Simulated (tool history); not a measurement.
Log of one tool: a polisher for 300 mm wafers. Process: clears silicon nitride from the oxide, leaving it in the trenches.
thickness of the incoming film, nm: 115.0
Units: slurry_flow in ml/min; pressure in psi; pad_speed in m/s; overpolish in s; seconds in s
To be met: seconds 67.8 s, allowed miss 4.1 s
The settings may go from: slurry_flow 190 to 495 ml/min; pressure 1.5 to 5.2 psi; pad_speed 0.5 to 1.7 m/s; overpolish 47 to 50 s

run,hour,slurry_flow,pressure,pad_speed,overpolish,seconds
1,0,320,3.3,1.1,47,110.03
2,2.4,265,3.3,1.1,47,111.94
3,11.1,265,3.7,1.12,47,98.522
4,15.3,265,4,1.14,47,93.575
5,23.7,265,4,1.14,47,91.564
6,30.1,230,4,1.14,47,94.761
7,31.5,235,4.3,1.16,47,86.195
8,39.6,235,4.3,1.16,47,84.378
9,43.3,235,4.5,1.16,47,85.32

Which of these 5 next moves meets every target?
A,47,250,5,1.14,47,?
B,47,310,3.7,1,50,?
C,47,200,3.9,0.94,50,?
D,47,240,4.5,0.8,47,?
E,47,230,4.9,1.3,49,?

move,seconds
A,75.275
B,108.62
C,114.52
D,116.48
E,67.911
A: nearer than the last run, and not there yet
B: further off than the last run
C: further off than the last run
D: further off than the last run
E: meets every target
The right move is E.

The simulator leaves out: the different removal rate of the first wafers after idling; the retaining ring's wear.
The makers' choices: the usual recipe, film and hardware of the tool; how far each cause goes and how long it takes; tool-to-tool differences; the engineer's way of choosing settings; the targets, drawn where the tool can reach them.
